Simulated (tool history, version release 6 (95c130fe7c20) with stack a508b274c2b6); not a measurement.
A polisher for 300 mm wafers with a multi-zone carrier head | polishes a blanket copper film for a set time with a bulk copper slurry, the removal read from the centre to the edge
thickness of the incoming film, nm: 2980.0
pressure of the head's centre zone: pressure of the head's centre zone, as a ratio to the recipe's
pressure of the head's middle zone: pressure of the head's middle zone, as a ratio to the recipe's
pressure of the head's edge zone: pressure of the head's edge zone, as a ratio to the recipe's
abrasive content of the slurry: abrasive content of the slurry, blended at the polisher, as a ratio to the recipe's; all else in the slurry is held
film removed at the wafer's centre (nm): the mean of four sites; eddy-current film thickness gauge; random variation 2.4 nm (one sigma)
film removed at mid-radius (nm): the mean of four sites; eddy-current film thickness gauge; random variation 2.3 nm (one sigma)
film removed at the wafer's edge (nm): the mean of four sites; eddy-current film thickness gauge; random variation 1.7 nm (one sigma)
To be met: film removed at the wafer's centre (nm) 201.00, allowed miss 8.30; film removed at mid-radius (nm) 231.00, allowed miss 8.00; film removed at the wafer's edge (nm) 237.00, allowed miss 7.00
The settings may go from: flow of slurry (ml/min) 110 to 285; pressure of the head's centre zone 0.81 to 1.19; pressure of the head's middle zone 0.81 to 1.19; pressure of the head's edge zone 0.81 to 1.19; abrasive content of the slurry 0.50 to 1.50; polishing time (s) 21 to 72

run	day	flow of slurry (ml/min)	pressure of the head's centre zone	pressure of the head's middle zone	pressure of the head's edge zone	abrasive content of the slurry	polishing time (s)	film removed at the wafer's centre (nm)	film removed at mid-radius (nm)	film removed at the wafer's edge (nm)
1	0.000	180	1.00	1.00	1.00	1.00	46	400.34	418.47	415.82
2	0.350	170	0.96	0.98	0.97	0.90	42	339.88	362.34	354.35
3	0.504	170	0.96	0.98	0.97	1.10	42	357.26	389.01	372.13
4	0.862	160	0.93	0.96	0.97	0.95	39	310.96	332.41	331.11
5	1.108	150	0.90	0.96	0.97	0.85	37	269.21	297.08	304.58
6	1.392	150	0.94	0.96	0.97	0.85	37	283.98	297.23	303.13
7	1.617	145	0.91	0.96	0.95	0.75	36	255.71	280.45	282.62
8	1.808	140	0.89	0.95	0.93	0.70	36	242.09	272.87	267.22
9	2.021	135	0.87	0.93	0.93	0.65	36	231.46	255.50	259.94
10	2.321	130	0.86	0.93	0.92	0.65	36	222.02	252.23	258.26
11	2.650	125	0.85	0.92	0.90	0.65	36	220.55	251.16	254.74
12	2.979	115	0.81	0.89	0.88	0.50	35	179.08	205.79	215.96
13	3.054	130	0.81	0.90	0.89	0.50	35	179.59	212.52	218.79
14	3.375	130	0.82	0.91	0.91	0.50	35	184.38	211.11	218.93
15	3.671	125	0.82	0.92	0.92	0.50	35	185.32	220.01	221.79
16	3.825	125	0.83	0.92	0.93	0.50	35	185.44	217.09	220.86
17	4.046	125	0.83	0.92	0.93	0.50	35	188.08	218.63	217.35
18	4.392	135	0.83	0.92	0.91	0.50	35	189.25	220.17	221.98

4 next moves are on the table. One of them brings every result within its allowed miss. Which?
A	4.738	120	0.93	0.95	0.99	0.50	34	?	?	?
B	4.738	135	0.93	0.94	0.88	0.50	34	?	?	?
C	4.738	150	0.88	1.06	0.85	0.50	34	?	?	?
D	4.738	185	0.81	0.89	0.90	0.50	37	?	?	?

move	film removed at the wafer's centre (nm)	film removed at mid-radius (nm)	film removed at the wafer's edge (nm)
A	200.64	216.04	219.18
B	204.49	217.79	209.97
C	196.93	244.60	208.53
D	203.19	236.10	238.01
A: further off than the last run
B: further off than the last run
C: further off than the last run
D: meets every target
The right move is D.
